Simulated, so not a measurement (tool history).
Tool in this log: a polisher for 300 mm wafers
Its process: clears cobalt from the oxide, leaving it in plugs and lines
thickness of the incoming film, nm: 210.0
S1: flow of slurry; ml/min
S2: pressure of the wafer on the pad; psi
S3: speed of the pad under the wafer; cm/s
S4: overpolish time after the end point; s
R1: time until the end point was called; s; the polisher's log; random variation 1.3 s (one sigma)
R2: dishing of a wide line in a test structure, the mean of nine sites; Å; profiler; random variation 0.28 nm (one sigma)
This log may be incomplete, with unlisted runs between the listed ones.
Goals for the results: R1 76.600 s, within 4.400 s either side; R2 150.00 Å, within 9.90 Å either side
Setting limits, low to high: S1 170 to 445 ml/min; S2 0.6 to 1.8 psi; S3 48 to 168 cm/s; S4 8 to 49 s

run	hour	S1	S2	S3	S4	R1	R2
1	0.0	285	1.2	108	25	56.494	262.56
2	2.3	275	1.1	108	22	61.162	269.60
3	5.3	310	1.2	96	19	60.438	253.24
4	12.9	310	1.2	86	19	69.405	236.61
# hour 18.9: slurry nozzle cleaned
5	18.9	310	1.2	86	13	68.194	217.81
6	23.6	310	1.2	86	17	67.066	232.04
7	27.1	280	1.3	78	15	67.482	214.10
8	33.7	200	1.6	48	8	95.712	128.65
9	40.4	215	1.6	48	9	92.675	134.54
10	47.3	230	1.6	48	9	93.618	143.60
11	51.8	235	1.6	50	9	87.554	152.04
12	58.7	235	1.6	50	9	93.487	147.93
13	67.0	235	1.6	52	9	87.327	150.83

Which single option among these 5 for the next run brings every result within its allowed miss of target? Just one does.
A	75.3	215	1.8	54	8	?	?
B	75.3	200	1.8	48	9	?	?
C	75.3	250	1.2	68	9	?	?
D	75.3	185	1.7	52	9	?	?
E	75.3	275	1.7	48	9	?	?

move	R1	R2
A	78.411	149.98
B	88.330	150.04
C	88.607	149.79
D	87.117	151.38
E	89.860	148.44
A: each result inside its tolerance
B: the biggest miss grows against the last run
C: the biggest miss grows against the last run
D: roughly where the last run was
E: the biggest miss grows against the last run
Answer: A
